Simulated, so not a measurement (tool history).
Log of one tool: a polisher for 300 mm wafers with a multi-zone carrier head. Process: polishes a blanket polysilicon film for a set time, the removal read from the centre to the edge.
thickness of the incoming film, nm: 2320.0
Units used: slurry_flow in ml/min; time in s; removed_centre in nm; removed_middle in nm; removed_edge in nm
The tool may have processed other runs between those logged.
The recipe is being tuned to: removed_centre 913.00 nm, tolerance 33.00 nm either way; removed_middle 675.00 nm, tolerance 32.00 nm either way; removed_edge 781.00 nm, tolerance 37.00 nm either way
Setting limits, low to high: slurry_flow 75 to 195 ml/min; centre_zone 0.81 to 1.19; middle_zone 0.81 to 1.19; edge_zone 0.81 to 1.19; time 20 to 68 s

{"run": 1, "hour": 0.0, "slurry_flow": 125, "centre_zone": 1.0, "middle_zone": 1.0, "edge_zone": 1.0, "time": 44, "removed_centre": 592.23, "removed_middle": 543.64, "removed_edge": 555.99}
{"run": 2, "hour": 7.3, "slurry_flow": 155, "centre_zone": 1.0, "middle_zone": 1.0, "edge_zone": 1.0, "time": 44, "removed_centre": 649.42, "removed_middle": 574.83, "removed_edge": 576.35}
{"run": 3, "hour": 9.8, "slurry_flow": 155, "centre_zone": 1.0, "middle_zone": 1.0, "edge_zone": 1.0, "time": 40, "removed_centre": 574.04, "removed_middle": 528.28, "removed_edge": 499.64}
{"run": 4, "hour": 12.8, "slurry_flow": 155, "centre_zone": 1.0, "middle_zone": 1.0, "edge_zone": 1.07, "time": 40, "removed_centre": 574.38, "removed_middle": 519.85, "removed_edge": 550.2}
{"run": 5, "hour": 15.7, "slurry_flow": 160, "centre_zone": 1.03, "middle_zone": 1.0, "edge_zone": 1.08, "time": 42, "removed_centre": 617.66, "removed_middle": 545.65, "removed_edge": 551.29}
{"run": 6, "hour": 21.6, "slurry_flow": 160, "centre_zone": 1.09, "middle_zone": 1.0, "edge_zone": 1.08, "time": 42, "removed_centre": 673.59, "removed_middle": 561.15, "removed_edge": 570.2}
{"run": 7, "hour": 23.2, "slurry_flow": 160, "centre_zone": 1.1, "middle_zone": 0.99, "edge_zone": 1.09, "time": 44, "removed_centre": 713.07, "removed_middle": 568.58, "removed_edge": 599.64}
{"run": 8, "hour": 32.1, "slurry_flow": 160, "centre_zone": 1.11, "middle_zone": 0.99, "edge_zone": 1.1, "time": 46, "removed_centre": 734.59, "removed_middle": 602.1, "removed_edge": 628.06}
{"hour": 40.9, "done": "centre zone pressure recalibrated"}
{"run": 9, "hour": 40.9, "slurry_flow": 160, "centre_zone": 1.12, "middle_zone": 0.98, "edge_zone": 1.11, "time": 47, "removed_centre": 704.51, "removed_middle": 605.5, "removed_edge": 639.58}

5 next moves are on the table. One of them brings every result within its allowed miss. Which?
{"run": "A", "hour": 49.7, "slurry_flow": 90, "centre_zone": 0.81, "middle_zone": 0.99, "edge_zone": 1.19, "time": 49, "removed_centre": "?", "removed_middle": "?", "removed_edge": "?"}
{"run": "B", "hour": 49.7, "slurry_flow": 185, "centre_zone": 1.0, "middle_zone": 1.02, "edge_zone": 1.14, "time": 42, "removed_centre": "?", "removed_middle": "?", "removed_edge": "?"}
{"run": "C", "hour": 49.7, "slurry_flow": 160, "centre_zone": 0.89, "middle_zone": 0.98, "edge_zone": 1.14, "time": 56, "removed_centre": "?", "removed_middle": "?", "removed_edge": "?"}
{"run": "D", "hour": 49.7, "slurry_flow": 190, "centre_zone": 1.17, "middle_zone": 0.88, "edge_zone": 1.12, "time": 56, "removed_centre": "?", "removed_middle": "?", "removed_edge": "?"}
{"run": "E", "hour": 49.7, "slurry_flow": 160, "centre_zone": 1.16, "middle_zone": 0.9, "edge_zone": 1.09, "time": 50, "removed_centre": "?", "removed_middle": "?", "removed_edge": "?"}

move=A removed_centre=435.72 removed_middle=552.99 removed_edge=629.95
move=B removed_centre=566.81 removed_middle=580.52 removed_edge=599.18
move=C removed_centre=652.93 removed_middle=730.06 removed_edge=784.64
move=D removed_centre=888.53 removed_middle=686.36 removed_edge=796.36
move=E removed_centre=760.93 removed_middle=606.24 removed_edge=687.03
A: the biggest miss grows against the last run
B: the biggest miss grows against the last run
C: the biggest miss grows against the last run
D: every result lands within tolerance
E: gains on the last run, yet a result remains outside its allowed miss
The right move is D.
